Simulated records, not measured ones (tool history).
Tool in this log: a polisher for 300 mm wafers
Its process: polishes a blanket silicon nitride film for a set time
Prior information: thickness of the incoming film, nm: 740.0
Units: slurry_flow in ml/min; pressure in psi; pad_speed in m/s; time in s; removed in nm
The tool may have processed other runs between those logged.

Run 1, hour 0: slurry_flow 120 ml/min, pressure 3.6 psi, pad_speed 1.22 m/s, time 34 s. Result: removed 79.892 nm.
Run 2, hour 5.8: slurry_flow 120 ml/min, pressure 3.3 psi, pad_speed 1.22 m/s, time 34 s. Result: removed 73.944 nm.
Run 3, hour 7: slurry_flow 120 ml/min, pressure 3.3 psi, pad_speed 1.22 m/s, time 34 s. Result: removed 72.148 nm.
Run 4, hour 14.7: slurry_flow 125 ml/min, pressure 3.7 psi, pad_speed 1.22 m/s, time 34 s. Result: removed 82.229 nm.
Run 5, hour 18.5: slurry_flow 125 ml/min, pressure 3.7 psi, pad_speed 1.42 m/s, time 34 s. Result: removed 92.862 nm.
Run 6, hour 19.3: slurry_flow 130 ml/min, pressure 4 psi, pad_speed 1.42 m/s, time 34 s. Result: removed 99.404 nm.

Run 7 has not been measured yet. What should we expect?
Run 7, hour 26.1: slurry_flow 135 ml/min, pressure 5 psi, pad_speed 1.44 m/s, time 34 s. Result: removed ?.

Logged for run 7: removed 130.52 nm.

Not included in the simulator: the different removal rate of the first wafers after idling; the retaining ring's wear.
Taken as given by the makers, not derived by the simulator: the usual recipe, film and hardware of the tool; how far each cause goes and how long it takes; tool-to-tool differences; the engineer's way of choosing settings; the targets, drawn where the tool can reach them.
